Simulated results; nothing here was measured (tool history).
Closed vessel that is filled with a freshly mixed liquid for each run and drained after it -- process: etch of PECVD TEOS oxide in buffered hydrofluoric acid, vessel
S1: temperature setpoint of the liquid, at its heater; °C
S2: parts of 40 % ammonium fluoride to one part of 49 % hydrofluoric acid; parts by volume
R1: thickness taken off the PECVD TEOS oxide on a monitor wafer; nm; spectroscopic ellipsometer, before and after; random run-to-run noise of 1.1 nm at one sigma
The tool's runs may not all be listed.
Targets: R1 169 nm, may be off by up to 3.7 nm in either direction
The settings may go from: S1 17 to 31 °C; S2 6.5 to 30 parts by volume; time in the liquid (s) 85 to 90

{"run": 1, "hour": 0.0, "S1": 23, "S2": 19.5, "time in the liquid (s)": 85, "R1": 96.772}
{"run": 2, "hour": 2.4, "S1": 20.5, "S2": 19.5, "time in the liquid (s)": 85, "R1": 84.993}
{"run": 3, "hour": 3.0, "S1": 20.5, "S2": 19.5, "time in the liquid (s)": 90, "R1": 89.047}
{"run": 4, "hour": 4.8, "S1": 23.5, "S2": 19.5, "time in the liquid (s)": 90, "R1": 106.84}
{"run": 5, "hour": 5.3, "S1": 25.5, "S2": 19, "time in the liquid (s)": 90, "R1": 122.15}
{"run": 6, "hour": 11.9, "S1": 27, "S2": 19, "time in the liquid (s)": 90, "R1": 129.88}
{"run": 7, "hour": 15.2, "S1": 27, "S2": 19, "time in the liquid (s)": 90, "R1": 131.53}
{"run": 8, "hour": 21.6, "S1": 28, "S2": 18.5, "time in the liquid (s)": 90, "R1": 142.1}
{"run": 9, "hour": 28.0, "S1": 28, "S2": 18.5, "time in the liquid (s)": 90, "R1": 141.28}
{"run": 10, "hour": 32.4, "S1": 29, "S2": 18.5, "time in the liquid (s)": 90, "R1": 149.89}

Exercise: of the 5 proposed moves below, exactly one satisfies all targets within the stated allowed misses. Which move is it?
{"run": "A", "hour": 36.8, "S1": 29, "S2": 17.5, "time in the liquid (s)": 90, "R1": "?"}
{"run": "B", "hour": 36.8, "S1": 29, "S2": 15.5, "time in the liquid (s)": 85, "R1": "?"}
{"run": "C", "hour": 36.8, "S1": 28, "S2": 15.5, "time in the liquid (s)": 85, "R1": "?"}
{"run": "D", "hour": 36.8, "S1": 30.5, "S2": 26, "time in the liquid (s)": 90, "R1": "?"}
{"run": "E", "hour": 36.8, "S1": 31, "S2": 23.5, "time in the liquid (s)": 90, "R1": "?"}

move=A R1=158.88
move=B R1=169.04
move=C R1=160.3
move=D R1=126.09
move=E R1=138.7
A: moves toward the targets from the last run without getting all of them in spec
B: in spec on every target
C: moves toward the targets from the last run without getting all of them in spec
D: the biggest miss grows against the last run
E: the biggest miss grows against the last run
Answer: B
